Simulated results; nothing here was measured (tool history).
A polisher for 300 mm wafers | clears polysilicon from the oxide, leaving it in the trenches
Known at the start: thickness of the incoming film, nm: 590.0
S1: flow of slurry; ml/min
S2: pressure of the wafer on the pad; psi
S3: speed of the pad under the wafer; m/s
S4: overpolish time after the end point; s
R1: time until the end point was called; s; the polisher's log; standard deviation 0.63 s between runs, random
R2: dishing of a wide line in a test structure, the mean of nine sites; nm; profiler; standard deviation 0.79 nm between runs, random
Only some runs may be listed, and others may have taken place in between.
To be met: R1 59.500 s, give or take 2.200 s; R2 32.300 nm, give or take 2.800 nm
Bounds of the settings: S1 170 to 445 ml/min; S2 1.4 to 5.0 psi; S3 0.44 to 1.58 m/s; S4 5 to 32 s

run 1 hour=0.0 | S1=285 S2=3.2 S3=1.00 S4=16 | R1=46.502 R2=52.024
run 2 hour=5.5 | S1=235 S2=3.2 S3=1.00 S4=16 | R1=47.655 R2=53.725
run 3 hour=10.4 | S1=170 S2=3.2 S3=1.00 S4=16 | R1=50.671 R2=52.452
run 4 hour=15.6 | S1=170 S2=3.1 S3=1.00 S4=15 | R1=51.258 R2=50.519
-- hour=18.1 head pressure recalibrated
run 5 hour=18.1 | S1=170 S2=2.9 S3=1.04 S4=14 | R1=49.521 R2=51.730
run 6 hour=26.4 | S1=170 S2=2.9 S3=1.02 S4=13 | R1=49.828 R2=50.914
run 7 hour=34.5 | S1=170 S2=2.8 S3=1.02 S4=12 | R1=50.747 R2=50.351
run 8 hour=40.3 | S1=170 S2=2.7 S3=1.02 S4=11 | R1=53.203 R2=47.360
run 9 hour=44.5 | S1=195 S2=2.5 S3=1.02 S4=10 | R1=54.199 R2=45.334
run 10 hour=46.0 | S1=225 S2=2.4 S3=1.02 S4=9 | R1=54.623 R2=44.609
run 11 hour=53.7 | S1=250 S2=2.3 S3=1.02 S4=9 | R1=55.945 R2=42.443
run 12 hour=54.7 | S1=270 S2=2.2 S3=1.02 S4=9 | R1=57.988 R2=44.960
run 13 hour=63.6 | S1=265 S2=2.1 S3=1.04 S4=9 | R1=59.335 R2=43.029
run 14 hour=69.4 | S1=285 S2=2.0 S3=1.06 S4=9 | R1=58.943 R2=40.869
run 15 hour=70.8 | S1=305 S2=1.9 S3=1.08 S4=9 | R1=59.867 R2=43.421
run 16 hour=72.7 | S1=315 S2=1.8 S3=1.10 S4=7 | R1=62.522 R2=37.955
run 17 hour=74.1 | S1=325 S2=1.8 S3=1.12 S4=7 | R1=60.693 R2=39.551
run 18 hour=76.6 | S1=340 S2=1.8 S3=1.14 S4=7 | R1=60.096 R2=37.316
run 19 hour=82.1 | S1=340 S2=1.8 S3=1.14 S4=7 | R1=58.134 R2=39.878

4 next moves are on the table. One of them brings every result within its allowed miss. Which?
run A hour=87.6 | S1=335 S2=2.2 S3=0.94 S4=12 | R1=? R2=?
run B hour=87.6 | S1=315 S2=2.4 S3=0.94 S4=21 | R1=? R2=?
run C hour=87.6 | S1=365 S2=1.4 S3=1.36 S4=5 | R1=? R2=?
run D hour=87.6 | S1=345 S2=2.0 S3=1.04 S4=12 | R1=? R2=?

move=A R1=61.263 R2=47.596
move=B R1=57.737 R2=52.604
move=C R1=60.337 R2=32.446
move=D R1=60.101 R2=47.842
A: misses by more than the last run did
B: misses by more than the last run did
C: all results in spec
D: misses by more than the last run did
The move that meets every target is C.
